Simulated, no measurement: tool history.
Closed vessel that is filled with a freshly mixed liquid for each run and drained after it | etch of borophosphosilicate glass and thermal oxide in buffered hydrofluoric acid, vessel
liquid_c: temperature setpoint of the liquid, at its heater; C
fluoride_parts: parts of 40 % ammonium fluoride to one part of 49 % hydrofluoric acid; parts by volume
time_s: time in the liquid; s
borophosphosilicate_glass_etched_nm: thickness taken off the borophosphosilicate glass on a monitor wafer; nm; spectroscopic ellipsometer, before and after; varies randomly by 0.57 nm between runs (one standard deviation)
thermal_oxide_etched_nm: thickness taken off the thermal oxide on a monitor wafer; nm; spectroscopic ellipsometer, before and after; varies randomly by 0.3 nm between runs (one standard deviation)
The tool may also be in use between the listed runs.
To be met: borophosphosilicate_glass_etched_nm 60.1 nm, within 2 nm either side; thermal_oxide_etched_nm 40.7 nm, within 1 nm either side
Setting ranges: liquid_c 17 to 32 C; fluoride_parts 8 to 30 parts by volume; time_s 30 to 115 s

| run | hour | liquid_c | fluoride_parts | time_s | borophosphosilicate_glass_etched_nm | thermal_oxide_etched_nm |
|---|---|---|---|---|---|---|
| 1 | 0 | 24 | 21.5 | 60 | 52.499 | 35.466 |
| 2 | 2.3 | 24.5 | 21.5 | 60 | 53.423 | 36.828 |
| 3 | 8 | 24.5 | 21.5 | 85 | 77.085 | 52.638 |
| 4 | 15.5 | 23.5 | 21.5 | 85 | 72.373 | 49.164 |
| 5 | 18 | 23 | 21.5 | 85 | 71.619 | 48.218 |
|  | 20.2 | thermometer replaced |
| 6 | 20.2 | 22.5 | 21.5 | 85 | 64.59 | 44.216 |
| 7 | 27.9 | 22 | 21.5 | 85 | 63.188 | 42.911 |
| 8 | 34.2 | 21.5 | 21.5 | 85 | 62.428 | 41.959 |

Next run, 4 choices. One meets every target within its allowed miss, the rest don't. Which?
| A | 40.5 | 22 | 29.5 | 95 | ? | ? |
| B | 40.5 | 21.5 | 20 | 85 | ? | ? |
| C | 40.5 | 20.5 | 23 | 85 | ? | ? |
| D | 40.5 | 21.5 | 22.5 | 85 | ? | ? |

| move | borophosphosilicate_glass_etched_nm | thermal_oxide_etched_nm |
|---|---|---|
| A | 57.1 | 38.426 |
| B | 65.049 | 43.718 |
| C | 55.874 | 37.546 |
| D | 59.956 | 40.31 |
A: moves the result that the last run missed by most past its target, out the other side
B: further off than the last run
C: moves the result that the last run missed by most past its target, out the other side
D: every result within its allowed miss
The right move is D.
